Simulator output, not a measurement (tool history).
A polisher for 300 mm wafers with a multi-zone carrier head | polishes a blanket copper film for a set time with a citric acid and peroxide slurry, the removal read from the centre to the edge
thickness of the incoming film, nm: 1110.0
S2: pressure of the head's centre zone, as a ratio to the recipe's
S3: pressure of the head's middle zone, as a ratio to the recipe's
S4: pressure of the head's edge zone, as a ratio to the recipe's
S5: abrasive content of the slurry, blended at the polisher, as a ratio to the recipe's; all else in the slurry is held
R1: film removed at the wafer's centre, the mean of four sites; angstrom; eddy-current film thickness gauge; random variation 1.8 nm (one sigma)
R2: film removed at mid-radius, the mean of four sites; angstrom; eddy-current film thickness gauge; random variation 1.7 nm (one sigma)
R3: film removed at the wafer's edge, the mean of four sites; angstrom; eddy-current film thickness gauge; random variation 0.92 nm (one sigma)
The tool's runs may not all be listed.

{"run": 1, "day": 0.0, "flow of slurry (ml/min)": 305, "S2": 1.0, "S3": 1.0, "S4": 1.0, "S5": 1.0, "polishing time (s)": 40, "R1": 1176.4, "R2": 1205.1, "R3": 1190.8}
{"run": 2, "day": 0.158, "flow of slurry (ml/min)": 370, "S2": 1.0, "S3": 1.0, "S4": 1.0, "S5": 1.0, "polishing time (s)": 40, "R1": 1228.1, "R2": 1269.8, "R3": 1194.2}
{"run": 3, "day": 0.358, "flow of slurry (ml/min)": 375, "S2": 1.0, "S3": 1.01, "S4": 1.02, "S5": 1.05, "polishing time (s)": 40, "R1": 1214.3, "R2": 1283.6, "R3": 1218.2}
{"run": 4, "day": 0.704, "flow of slurry (ml/min)": 375, "S2": 1.0, "S3": 1.04, "S4": 1.02, "S5": 1.05, "polishing time (s)": 40, "R1": 1235.4, "R2": 1271.3, "R3": 1220.6}
{"run": 5, "day": 1.071, "flow of slurry (ml/min)": 385, "S2": 0.99, "S3": 1.04, "S4": 1.01, "S5": 1.1, "polishing time (s)": 40, "R1": 1223.8, "R2": 1325.6, "R3": 1248.9}
{"run": 6, "day": 1.196, "flow of slurry (ml/min)": 385, "S2": 0.99, "S3": 1.11, "S4": 1.01, "S5": 1.1, "polishing time (s)": 40, "R1": 1194.3, "R2": 1399.1, "R3": 1233.9}
{"run": 7, "day": 1.488, "flow of slurry (ml/min)": 390, "S2": 1.0, "S3": 1.11, "S4": 1.02, "S5": 1.15, "polishing time (s)": 40, "R1": 1279.0, "R2": 1402.8, "R3": 1260.7}
{"run": 8, "day": 1.654, "flow of slurry (ml/min)": 395, "S2": 1.0, "S3": 1.12, "S4": 1.03, "S5": 1.15, "polishing time (s)": 40, "R1": 1267.3, "R2": 1445.1, "R3": 1277.0}
{"run": 9, "day": 1.838, "flow of slurry (ml/min)": 400, "S2": 1.01, "S3": 1.12, "S4": 1.04, "S5": 1.15, "polishing time (s)": 40, "R1": 1252.2, "R2": 1433.0, "R3": 1261.4}
{"run": 10, "day": 2.0, "flow of slurry (ml/min)": 395, "S2": 1.06, "S3": 1.11, "S4": 1.07, "S5": 1.4, "polishing time (s)": 41, "R1": 1457.3, "R2": 1519.0, "R3": 1406.5}
{"run": 11, "day": 2.246, "flow of slurry (ml/min)": 390, "S2": 1.05, "S3": 1.11, "S4": 1.06, "S5": 1.4, "polishing time (s)": 41, "R1": 1450.6, "R2": 1561.4, "R3": 1411.9}
{"run": 12, "day": 2.571, "flow of slurry (ml/min)": 390, "S2": 1.05, "S3": 1.11, "S4": 1.05, "S5": 1.4, "polishing time (s)": 41, "R1": 1426.0, "R2": 1550.9, "R3": 1394.5}
{"run": 13, "day": 2.933, "flow of slurry (ml/min)": 390, "S2": 1.05, "S3": 1.11, "S4": 1.04, "S5": 1.4, "polishing time (s)": 41, "R1": 1446.7, "R2": 1551.8, "R3": 1396.4}

Forecast run 14:
{"run": 14, "day": 3.233, "flow of slurry (ml/min)": 390, "S2": 1.05, "S3": 1.11, "S4": 1.03, "S5": 1.4, "polishing time (s)": 41, "R1": "?", "R2": "?", "R3": "?"}

Run 14 gave R1 1441.9 angstrom, R2 1528.0 angstrom, R3 1379.7 angstrom.

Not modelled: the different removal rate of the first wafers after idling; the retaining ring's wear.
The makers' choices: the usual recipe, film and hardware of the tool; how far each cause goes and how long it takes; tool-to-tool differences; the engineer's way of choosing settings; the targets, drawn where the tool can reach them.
